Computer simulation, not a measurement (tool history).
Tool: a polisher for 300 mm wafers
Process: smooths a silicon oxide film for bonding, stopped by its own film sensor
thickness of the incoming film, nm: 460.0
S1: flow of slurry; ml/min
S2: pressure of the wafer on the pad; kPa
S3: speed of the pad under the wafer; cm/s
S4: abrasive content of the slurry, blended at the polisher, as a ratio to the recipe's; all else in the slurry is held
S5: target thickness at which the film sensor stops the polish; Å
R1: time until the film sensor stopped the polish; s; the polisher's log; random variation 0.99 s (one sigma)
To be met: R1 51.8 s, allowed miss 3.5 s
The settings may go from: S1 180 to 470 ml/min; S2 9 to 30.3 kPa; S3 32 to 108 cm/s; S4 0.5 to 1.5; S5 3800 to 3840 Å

run 1 day=0 | S1=300 S2=19.3 S3=70 S4=1 S5=3840 | R1=88.272
run 2 day=0.15 | S1=300 S2=15.2 S3=70 S4=1 S5=3840 | R1=115.88
run 3 day=0.304 | S1=300 S2=17.9 S3=70 S4=1 S5=3840 | R1=96.266
run 4 day=0.629 | S1=300 S2=17.9 S3=70 S4=1 S5=3840 | R1=97.167
run 5 day=0.754 | S1=300 S2=17.9 S3=70 S4=1 S5=3800 | R1=103.25
run 6 day=1.121 | S1=300 S2=20.7 S3=72 S4=1 S5=3800 | R1=86.166
run 7 day=1.267 | S1=300 S2=22.8 S3=74 S4=1 S5=3800 | R1=78.836
run 8 day=1.438 | S1=300 S2=24.8 S3=76 S4=1 S5=3800 | R1=72.402
run 9 day=1.512 | S1=300 S2=26.2 S3=80 S4=1 S5=3800 | R1=62.4
run 10 day=1.854 | S1=300 S2=29.6 S3=82 S4=1 S5=3800 | R1=57.623

Which of these 5 next moves meets every target?
run A day=2.196 | S1=360 S2=28.3 S3=90 S4=0.95 S5=3840 | R1=?
run B day=2.196 | S1=275 S2=30.3 S3=96 S4=1.15 S5=3840 | R1=?
run C day=2.196 | S1=285 S2=28.3 S3=78 S4=1 S5=3800 | R1=?
run D day=2.196 | S1=285 S2=28.3 S3=76 S4=1 S5=3800 | R1=?
run E day=2.196 | S1=320 S2=30.3 S3=76 S4=0.9 S5=3800 | R1=?

move=A R1=54.47
move=B R1=45.501
move=C R1=62.675
move=D R1=63.736
move=E R1=62.112
A: meets every target
B: takes the result that was furthest off past its target
C: further off than the last run
D: further off than the last run
E: further off than the last run
The right move is A.

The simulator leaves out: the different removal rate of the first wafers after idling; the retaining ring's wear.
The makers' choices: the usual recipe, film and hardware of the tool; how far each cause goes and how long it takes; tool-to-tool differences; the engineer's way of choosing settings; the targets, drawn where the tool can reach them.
